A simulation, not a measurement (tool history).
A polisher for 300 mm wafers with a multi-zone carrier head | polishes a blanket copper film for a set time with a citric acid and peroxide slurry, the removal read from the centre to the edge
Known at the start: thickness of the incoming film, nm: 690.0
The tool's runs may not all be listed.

| run | day | flow of slurry (ml/min) | pressure of the head's centre zone | pressure of the head's middle zone | pressure of the head's edge zone | abrasive content of the slurry | polishing time (s) | film removed at the wafer's centre (Å) | film removed at mid-radius (Å) | film removed at the wafer's edge (Å) |
|---|---|---|---|---|---|---|---|---|---|---|
| 1 | 0 | 315 | 1 | 1 | 1 | 1 | 33 | 585.22 | 573.42 | 583.95 |
| 2 | 0.129 | 320 | 1 | 1 | 1.02 | 1 | 33 | 582.66 | 585.36 | 586.81 |
| 3 | 0.225 | 320 | 1 | 0.97 | 1.02 | 1 | 33 | 583.54 | 580.5 | 581.65 |
| 4 | 0.471 | 300 | 1.01 | 0.96 | 1.05 | 1.05 | 33 | 598.69 | 581.21 | 587.88 |
| 5 | 0.642 | 305 | 1 | 0.94 | 1.07 | 1.05 | 33 | 586.86 | 549.74 | 601.66 |
| 6 | 0.7 | 305 | 0.93 | 0.94 | 1.07 | 1.05 | 33 | 553.43 | 540.62 | 612.92 |
| 7 | 0.792 | 310 | 0.94 | 0.95 | 1.08 | 1.05 | 33 | 561.54 | 547.12 | 605.78 |
| 8 | 0.85 | 310 | 0.94 | 0.96 | 1.09 | 1.1 | 33 | 563.76 | 570 | 614.87 |
| 9 | 1.183 | 310 | 0.95 | 0.96 | 1.1 | 1.1 | 33 | 569.32 | 587.04 | 616.43 |
| 10 | 1.462 | 310 | 0.95 | 0.96 | 1.1 | 1.1 | 33 | 551.32 | 562.15 | 618.91 |
| 11 | 1.588 | 310 | 0.96 | 0.96 | 1.1 | 1.15 | 33 | 577.29 | 576.96 | 626.55 |
| 12 | 1.671 | 315 | 0.97 | 0.96 | 1.1 | 1.15 | 33 | 573.87 | 575.1 | 621.05 |
| 13 | 2.021 | 315 | 0.98 | 0.96 | 1.1 | 1.15 | 33 | 589.26 | 573.65 | 617.98 |
| 14 | 2.358 | 315 | 0.98 | 0.96 | 1.11 | 1.15 | 33 | 583.47 | 580.51 | 626.08 |

Run 15 comes next. What will it give?
| 15 | 2.646 | 315 | 0.99 | 0.96 | 1.11 | 1.15 | 33 | ? | ? | ? |

{"run 15": {"film removed at the wafer's centre (Å)": 603.56, "film removed at mid-radius (Å)": 580.07, "film removed at the wafer's edge (Å)": 623.42}}

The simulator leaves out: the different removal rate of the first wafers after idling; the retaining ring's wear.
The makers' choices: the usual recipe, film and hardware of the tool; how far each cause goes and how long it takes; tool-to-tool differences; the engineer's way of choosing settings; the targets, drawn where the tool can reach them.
